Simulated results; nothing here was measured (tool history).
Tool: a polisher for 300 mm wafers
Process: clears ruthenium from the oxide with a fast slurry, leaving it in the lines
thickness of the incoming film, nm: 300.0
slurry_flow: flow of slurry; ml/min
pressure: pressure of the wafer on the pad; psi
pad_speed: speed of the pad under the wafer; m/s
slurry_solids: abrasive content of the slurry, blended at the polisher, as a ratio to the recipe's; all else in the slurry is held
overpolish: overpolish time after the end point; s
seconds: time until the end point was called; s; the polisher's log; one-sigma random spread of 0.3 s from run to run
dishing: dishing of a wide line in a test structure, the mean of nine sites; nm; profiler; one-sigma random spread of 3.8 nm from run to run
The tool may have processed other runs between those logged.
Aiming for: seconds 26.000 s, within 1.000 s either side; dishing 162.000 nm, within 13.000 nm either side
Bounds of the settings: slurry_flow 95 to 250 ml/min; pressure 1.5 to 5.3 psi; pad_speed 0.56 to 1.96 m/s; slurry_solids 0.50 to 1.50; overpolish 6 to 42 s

run	hour	slurry_flow	pressure	pad_speed	slurry_solids	overpolish	seconds	dishing
1	0.0	160	3.4	1.26	1.00	21	56.221	79.779
2	5.0	165	3.9	1.32	1.00	22	47.478	94.045
3	10.1	165	3.9	1.32	0.90	22	51.049	90.484
4	17.6	165	3.9	1.32	0.80	22	53.444	85.415
5	22.3	165	3.9	1.32	0.80	16	54.539	67.138
6	29.3	165	4.2	1.44	0.80	18	47.170	80.418
7	30.2	165	4.5	1.56	0.80	20	39.440	96.672
8	31.1	165	4.7	1.62	0.80	22	37.212	116.340
9	32.8	170	4.9	1.70	0.80	22	34.180	117.660
10	41.4	170	5.0	1.76	0.80	23	31.719	128.280
11	49.7	170	5.1	1.80	0.80	24	30.433	125.130
12	53.0	170	5.2	1.84	0.80	26	29.566	140.940
13	53.7	170	5.2	1.88	0.80	27	28.928	146.340
14	54.7	170	5.2	1.90	0.80	27	28.827	146.970
15	56.9	170	5.2	1.92	0.80	27	29.363	147.330
16	59.1	175	5.2	1.94	0.85	27	26.936	141.400
17	60.8	175	5.2	1.94	0.85	28	27.088	151.440

Below are 4 possible settings for the next run. Only one of them brings all results inside the allowed miss of their targets. Which is it?
A	62.5	170	4.9	1.94	0.90	25	?	?
B	62.5	200	5.2	1.94	0.90	33	?	?
C	62.5	180	4.7	1.82	1.00	27	?	?
D	62.5	170	5.3	1.96	0.90	20	?	?

move	seconds	dishing
A	28.219	141.800
B	26.070	167.060
C	29.244	144.870
D	25.886	131.470
A: lands further from the targets than the last run did
B: in spec on every target
C: lands further from the targets than the last run did
D: puts the biggest miss on target and leaves a different result outside tolerance
Move B is the one to make.

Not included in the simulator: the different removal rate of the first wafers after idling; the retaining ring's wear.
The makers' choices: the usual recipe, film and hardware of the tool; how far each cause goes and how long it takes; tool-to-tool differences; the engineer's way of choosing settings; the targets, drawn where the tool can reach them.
